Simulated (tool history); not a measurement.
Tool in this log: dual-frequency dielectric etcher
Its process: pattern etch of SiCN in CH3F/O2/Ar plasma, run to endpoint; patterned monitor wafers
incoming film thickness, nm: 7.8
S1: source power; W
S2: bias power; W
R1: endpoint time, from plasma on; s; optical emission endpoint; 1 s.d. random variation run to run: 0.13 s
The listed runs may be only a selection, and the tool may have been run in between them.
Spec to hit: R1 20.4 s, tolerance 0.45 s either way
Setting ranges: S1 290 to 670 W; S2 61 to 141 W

Run 1, hour 0: S1 480 W, S2 101 W. Result: R1 17.851 s.
Run 2, hour 5.8: S1 450 W, S2 99 W. Result: R1 18.558 s.
Run 3, hour 11.4: S1 380 W, S2 99 W. Result: R1 19.442 s.
Run 4, hour 15.2: S1 370 W, S2 98 W. Result: R1 19.822 s.
Run 5, hour 17.8: S1 450 W, S2 98 W. Result: R1 18.495 s.
Run 6, hour 22.5: S1 410 W, S2 98 W. Result: R1 19.196 s.
Run 7, hour 31.3: S1 400 W, S2 97 W. Result: R1 19.395 s.
Run 8, hour 38: S1 390 W, S2 96 W. Result: R1 19.452 s.
Run 9, hour 44.1: S1 380 W, S2 95 W. Result: R1 19.75 s.

Pick the move, out of 5, that brings all results within their allowed miss; only one does.
Run A, hour 50.2: S1 390 W, S2 84 W. Result: R1 ?.
Run B, hour 50.2: S1 350 W, S2 86 W. Result: R1 ?.
Run C, hour 50.2: S1 400 W, S2 107 W. Result: R1 ?.
Run D, hour 50.2: S1 400 W, S2 106 W. Result: R1 ?.
Run E, hour 50.2: S1 390 W, S2 108 W. Result: R1 ?.

move      R1
   A  20.562
   B  21.204
   C  18.696
   D   18.76
   E  18.801
A: meets every target
B: carries the result that was furthest off beyond its target, to the other side
C: misses by more than the last run did
D: misses by more than the last run did
E: misses by more than the last run did
Correct choice: A, which meets every target

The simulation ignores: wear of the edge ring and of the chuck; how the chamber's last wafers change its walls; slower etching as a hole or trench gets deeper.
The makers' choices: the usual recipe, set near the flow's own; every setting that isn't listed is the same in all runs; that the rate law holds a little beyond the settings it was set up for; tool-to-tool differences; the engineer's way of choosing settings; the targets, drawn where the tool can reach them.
